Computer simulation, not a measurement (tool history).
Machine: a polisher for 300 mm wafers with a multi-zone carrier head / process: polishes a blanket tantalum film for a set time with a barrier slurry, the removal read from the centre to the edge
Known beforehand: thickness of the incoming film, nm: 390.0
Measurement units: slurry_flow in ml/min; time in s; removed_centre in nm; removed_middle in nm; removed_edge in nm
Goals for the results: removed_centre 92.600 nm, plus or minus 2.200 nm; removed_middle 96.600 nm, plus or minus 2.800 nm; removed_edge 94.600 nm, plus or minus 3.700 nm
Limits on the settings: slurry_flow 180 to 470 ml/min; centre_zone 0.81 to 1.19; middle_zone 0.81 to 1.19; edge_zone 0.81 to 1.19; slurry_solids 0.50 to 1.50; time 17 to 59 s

| run | hour | slurry_flow | centre_zone | middle_zone | edge_zone | slurry_solids | time | removed_centre | removed_middle | removed_edge |
|---|---|---|---|---|---|---|---|---|---|---|
| 1 | 0.0 | 300 | 1.00 | 1.00 | 1.00 | 1.00 | 38 | 65.883 | 67.872 | 66.783 |
| 2 | 5.1 | 300 | 1.00 | 1.00 | 1.00 | 1.10 | 38 | 67.828 | 69.170 | 68.274 |
| 3 | 8.9 | 300 | 1.00 | 1.00 | 0.95 | 1.10 | 38 | 67.307 | 68.866 | 65.983 |
| 4 | 10.0 | 305 | 1.02 | 1.03 | 1.01 | 1.20 | 39 | 72.124 | 74.880 | 70.162 |
| 5 | 15.2 | 305 | 1.02 | 1.03 | 1.06 | 1.20 | 39 | 71.322 | 73.905 | 72.312 |
| 6 | 24.0 | 305 | 1.03 | 1.04 | 1.09 | 1.30 | 41 | 77.727 | 80.255 | 80.005 |
| 7 | 24.9 | 310 | 1.04 | 1.06 | 1.11 | 1.35 | 42 | 80.427 | 84.898 | 82.197 |
| 8 | 30.9 | 315 | 1.05 | 1.06 | 1.13 | 1.40 | 43 | 84.007 | 86.964 | 86.148 |
| 9 | 33.1 | 315 | 1.06 | 1.07 | 1.14 | 1.45 | 44 | 88.423 | 90.336 | 88.462 |
| 10 | 35.6 | 325 | 1.06 | 1.08 | 1.15 | 1.45 | 44 | 88.267 | 92.519 | 89.544 |
| 11 | 36.7 | 335 | 1.06 | 1.08 | 1.16 | 1.45 | 44 | 88.177 | 91.291 | 90.544 |
| 12 | 37.8 | 340 | 1.07 | 1.09 | 1.17 | 1.45 | 44 | 89.079 | 93.166 | 90.079 |
| 13 | 46.3 | 345 | 1.07 | 1.09 | 1.18 | 1.45 | 44 | 88.495 | 94.393 | 91.774 |

Next run, 4 choices. One meets every target within its allowed miss, the rest don't. Which?
| A | 54.8 | 360 | 1.15 | 1.19 | 1.19 | 1.40 | 42 | ? | ? | ? |
| B | 54.8 | 380 | 1.06 | 1.08 | 1.19 | 1.50 | 43 | ? | ? | ? |
| C | 54.8 | 335 | 0.99 | 1.01 | 1.19 | 1.45 | 47 | ? | ? | ? |
| D | 54.8 | 330 | 1.08 | 1.10 | 1.19 | 1.30 | 47 | ? | ? | ? |

| move | removed_centre | removed_middle | removed_edge |
|---|---|---|---|
| A | 90.826 | 93.667 | 85.375 |
| B | 88.256 | 89.915 | 89.103 |
| C | 89.389 | 91.369 | 96.111 |
| D | 93.927 | 95.737 | 93.599 |
A: meets the target for the result that was furthest off, but another lies outside its allowed miss
B: lands further from the targets than the last run did
C: just as far off the targets as the last run
D: every result within its allowed miss
So the answer is move D, the one that meets all the targets.
